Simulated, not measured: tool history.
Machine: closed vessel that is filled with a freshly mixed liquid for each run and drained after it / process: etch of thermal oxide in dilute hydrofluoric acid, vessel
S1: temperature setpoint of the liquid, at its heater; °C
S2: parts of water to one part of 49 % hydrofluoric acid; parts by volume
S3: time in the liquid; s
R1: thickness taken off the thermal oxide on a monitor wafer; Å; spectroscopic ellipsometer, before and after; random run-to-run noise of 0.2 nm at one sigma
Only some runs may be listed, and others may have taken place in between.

Run 1, hour 0.0: S1 24.0 °C, S2 80 parts by volume, S3 290 s. Result: R1 181.51 Å.
Run 2, hour 4.4: S1 25.0 °C, S2 80 parts by volume, S3 290 s. Result: R1 188.20 Å.
Run 3, hour 7.9: S1 26.0 °C, S2 80 parts by volume, S3 290 s. Result: R1 194.92 Å.
Run 4, hour 15.3: S1 26.0 °C, S2 65 parts by volume, S3 290 s. Result: R1 244.02 Å.
Run 5, hour 21.4: S1 27.5 °C, S2 65 parts by volume, S3 290 s. Result: R1 262.72 Å.
Run 6, hour 23.0: S1 27.5 °C, S2 45 parts by volume, S3 290 s. Result: R1 387.47 Å.
Run 7, hour 27.5: S1 26.0 °C, S2 45 parts by volume, S3 290 s. Result: R1 365.62 Å.
At hour 31.4: hydrofluoric acid flow meter replaced.
Run 8, hour 31.4: S1 26.0 °C, S2 45 parts by volume, S3 290 s. Result: R1 333.83 Å.
Run 9, hour 38.2: S1 25.0 °C, S2 45 parts by volume, S3 290 s. Result: R1 317.46 Å.
Run 10, hour 45.7: S1 24.5 °C, S2 45 parts by volume, S3 290 s. Result: R1 311.65 Å.

For run 11, what comes out?
Run 11, hour 47.0: S1 24.0 °C, S2 45 parts by volume, S3 290 s. Result: R1 ?.

R1: 305.08 Å
